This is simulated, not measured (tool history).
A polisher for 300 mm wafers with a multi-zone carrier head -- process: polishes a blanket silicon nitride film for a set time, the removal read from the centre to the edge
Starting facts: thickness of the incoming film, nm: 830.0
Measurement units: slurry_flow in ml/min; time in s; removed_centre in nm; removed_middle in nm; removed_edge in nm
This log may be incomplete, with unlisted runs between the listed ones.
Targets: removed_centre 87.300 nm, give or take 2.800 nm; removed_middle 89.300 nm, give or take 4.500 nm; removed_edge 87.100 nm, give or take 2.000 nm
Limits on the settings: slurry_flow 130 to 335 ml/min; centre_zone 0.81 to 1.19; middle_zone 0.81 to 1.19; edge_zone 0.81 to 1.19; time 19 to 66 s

run	hour	slurry_flow	centre_zone	middle_zone	edge_zone	time	removed_centre	removed_middle	removed_edge
1	0.0	215	1.00	1.00	1.00	42	67.164	68.736	66.288
2	4.2	215	0.95	1.00	1.00	42	64.558	67.619	65.821
3	6.0	220	0.96	1.01	1.02	43	66.685	72.319	68.552
4	7.1	220	0.96	1.01	1.10	43	65.889	71.461	71.210
5	12.2	225	0.97	1.01	1.11	44	69.356	72.819	74.080
6	18.3	225	0.97	0.97	1.11	44	68.741	69.885	73.432
7	24.9	230	0.98	0.98	1.12	44	71.035	71.701	73.458
8	28.3	230	0.99	0.99	1.13	45	71.806	73.992	76.251
9	34.5	235	1.00	1.00	1.13	45	71.829	72.351	75.919
10	36.1	245	1.08	1.10	1.13	52	91.525	91.965	88.486
11	41.0	240	1.08	1.10	1.13	52	91.020	91.317	88.115
12	44.4	240	1.08	1.10	1.13	52	92.277	93.157	87.917

Exactly one of the 4 candidate moves below puts every result within its allowed miss. Which one?
A	47.8	250	1.08	0.97	1.19	50	?	?	?
B	47.8	235	1.07	1.11	1.18	50	?	?	?
C	47.8	240	1.14	1.11	1.06	50	?	?	?
D	47.8	260	1.11	1.03	1.15	52	?	?	?

move	removed_centre	removed_middle	removed_edge
A	87.719	83.110	87.128
B	86.257	92.491	86.091
C	92.210	92.718	81.669
D	94.295	91.333	89.248
A: gets the furthest-off result to its target, but another result is out of tolerance
B: in spec on every target
C: further off than the last run
D: further off than the last run
Move B is the one to make.
